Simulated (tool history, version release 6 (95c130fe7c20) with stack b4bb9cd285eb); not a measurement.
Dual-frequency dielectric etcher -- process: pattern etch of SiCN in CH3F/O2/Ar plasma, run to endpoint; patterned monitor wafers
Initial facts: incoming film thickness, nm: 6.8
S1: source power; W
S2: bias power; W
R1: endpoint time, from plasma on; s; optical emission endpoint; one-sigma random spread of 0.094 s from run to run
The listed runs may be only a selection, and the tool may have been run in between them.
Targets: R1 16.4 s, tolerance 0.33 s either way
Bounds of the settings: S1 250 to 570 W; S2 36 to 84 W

run    day   S1  S2      R1
  1      0  410  60   19.12
  2  0.071  360  60  20.174
  3  0.129  310  60  21.308
  4  0.442  250  60  23.297
  5  0.488  280  61  22.302
  6  0.862  310  62  21.304
  7  1.133  340  63  20.358
  8  1.271  360  64   19.74
  9  1.512  380  64  19.422

Of the 5 settings listed for the next run, only one would bring every result within its allowed miss of target. Which one?
  A  1.754  450  71   ?
  B  1.754  450  72   ?
  C  1.754  480  69   ?
  D  1.754  490  78   ?
  E  1.754  510  66   ?

move      R1
   A   17.48
   B  17.391
   C  17.236
   D  16.352
   E  17.114
A: nearer the targets than the last run, but a result is still out of spec
B: nearer the targets than the last run, but a result is still out of spec
C: nearer the targets than the last run, but a result is still out of spec
D: all results land within tolerance of their targets
E: nearer the targets than the last run, but a result is still out of spec
So the answer is move D, the one that meets all the targets.
